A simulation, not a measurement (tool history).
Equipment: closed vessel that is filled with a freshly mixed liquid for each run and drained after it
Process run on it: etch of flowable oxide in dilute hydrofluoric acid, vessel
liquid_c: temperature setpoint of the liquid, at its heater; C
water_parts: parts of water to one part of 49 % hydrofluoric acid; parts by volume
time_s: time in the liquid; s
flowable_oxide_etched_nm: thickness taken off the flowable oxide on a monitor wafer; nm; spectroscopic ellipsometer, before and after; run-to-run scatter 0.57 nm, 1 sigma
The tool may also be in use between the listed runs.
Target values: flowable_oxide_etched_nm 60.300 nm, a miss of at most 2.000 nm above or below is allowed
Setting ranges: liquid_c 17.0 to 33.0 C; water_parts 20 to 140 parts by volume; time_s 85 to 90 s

Run 1, day 0.000: liquid_c 25.0 C, water_parts 75 parts by volume, time_s 85 s. Result: flowable_oxide_etched_nm 39.169 nm.
Run 2, day 0.312: liquid_c 26.0 C, water_parts 75 parts by volume, time_s 85 s. Result: flowable_oxide_etched_nm 40.634 nm.
Run 3, day 0.558: liquid_c 26.0 C, water_parts 85 parts by volume, time_s 85 s. Result: flowable_oxide_etched_nm 35.667 nm.
Run 4, day 0.608: liquid_c 26.0 C, water_parts 85 parts by volume, time_s 85 s. Result: flowable_oxide_etched_nm 36.383 nm.
Run 5, day 0.683: liquid_c 26.0 C, water_parts 85 parts by volume, time_s 90 s. Result: flowable_oxide_etched_nm 37.347 nm.
Run 6, day 0.954: liquid_c 26.0 C, water_parts 70 parts by volume, time_s 90 s. Result: flowable_oxide_etched_nm 46.856 nm.
Run 7, day 1.217: liquid_c 26.5 C, water_parts 70 parts by volume, time_s 90 s. Result: flowable_oxide_etched_nm 48.611 nm.
Run 8, day 1.517: liquid_c 27.0 C, water_parts 70 parts by volume, time_s 90 s. Result: flowable_oxide_etched_nm 48.405 nm.
Run 9, day 1.708: liquid_c 27.5 C, water_parts 70 parts by volume, time_s 90 s. Result: flowable_oxide_etched_nm 50.538 nm.
Run 10, day 1.846: liquid_c 28.0 C, water_parts 70 parts by volume, time_s 90 s. Result: flowable_oxide_etched_nm 50.238 nm.

Consider the 5 candidate settings below. Which is the only one whose results all fall within their allowed miss of target?
Run A, day 1.983: liquid_c 25.0 C, water_parts 80 parts by volume, time_s 90 s. Result: flowable_oxide_etched_nm ?.
Run B, day 1.983: liquid_c 26.0 C, water_parts 60 parts by volume, time_s 90 s. Result: flowable_oxide_etched_nm ?.
Run C, day 1.983: liquid_c 30.0 C, water_parts 65 parts by volume, time_s 90 s. Result: flowable_oxide_etched_nm ?.
Run D, day 1.983: liquid_c 24.5 C, water_parts 75 parts by volume, time_s 85 s. Result: flowable_oxide_etched_nm ?.
Run E, day 1.983: liquid_c 30.0 C, water_parts 65 parts by volume, time_s 85 s. Result: flowable_oxide_etched_nm ?.

move  flowable_oxide_etched_nm
   A                    38.446
   B                    54.798
   C                    58.800
   D                    38.210
   E                    55.534
A: further off than the last run
B: an improvement on the last run, though not all results are within tolerance
C: each result inside its tolerance
D: further off than the last run
E: an improvement on the last run, though not all results are within tolerance
Move C is the one to make.
